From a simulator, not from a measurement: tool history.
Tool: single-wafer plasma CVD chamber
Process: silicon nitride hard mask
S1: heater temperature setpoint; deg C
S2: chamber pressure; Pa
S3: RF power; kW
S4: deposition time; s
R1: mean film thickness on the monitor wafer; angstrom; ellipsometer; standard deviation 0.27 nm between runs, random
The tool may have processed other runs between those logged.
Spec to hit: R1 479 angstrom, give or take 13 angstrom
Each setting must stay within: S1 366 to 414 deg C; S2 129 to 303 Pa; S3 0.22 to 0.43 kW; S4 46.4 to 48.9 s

{"run": 1, "hour": 0.0, "S1": 390, "S2": 216, "S3": 0.325, "S4": 48.9, "R1": 623.42}
{"run": 2, "hour": 1.6, "S1": 390, "S2": 211, "S3": 0.315, "S4": 48.7, "R1": 587.54}
{"run": 3, "hour": 10.4, "S1": 383, "S2": 211, "S3": 0.315, "S4": 48.7, "R1": 590.3}
{"run": 4, "hour": 15.2, "S1": 383, "S2": 204, "S3": 0.31, "S4": 48.6, "R1": 575.95}
{"run": 5, "hour": 20.0, "S1": 383, "S2": 199, "S3": 0.305, "S4": 48.5, "R1": 564.62}
{"run": 6, "hour": 24.9, "S1": 379, "S2": 199, "S3": 0.305, "S4": 48.5, "R1": 569.3}
{"run": 7, "hour": 29.5, "S1": 379, "S2": 199, "S3": 0.305, "S4": 48.5, "R1": 569.22}
{"run": 8, "hour": 38.3, "S1": 379, "S2": 193, "S3": 0.3, "S4": 48.4, "R1": 547.18}

Which one of the following 5 next-run settings gets every result inside its allowed miss? There is exactly one.
{"run": "A", "hour": 47.1, "S1": 382, "S2": 201, "S3": 0.335, "S4": 48.9, "R1": "?"}
{"run": "B", "hour": 47.1, "S1": 376, "S2": 224, "S3": 0.345, "S4": 48.9, "R1": "?"}
{"run": "C", "hour": 47.1, "S1": 368, "S2": 129, "S3": 0.31, "S4": 46.4, "R1": "?"}
{"run": "D", "hour": 47.1, "S1": 375, "S2": 217, "S3": 0.295, "S4": 48.9, "R1": "?"}
{"run": "E", "hour": 47.1, "S1": 381, "S2": 172, "S3": 0.315, "S4": 48.9, "R1": "?"}

move=A R1=620.51
move=B R1=657.54
move=C R1=480.75
move=D R1=566.34
move=E R1=560.63
A: the biggest miss grows against the last run
B: the biggest miss grows against the last run
C: each result inside its tolerance
D: the biggest miss grows against the last run
E: the biggest miss grows against the last run
Answer: C
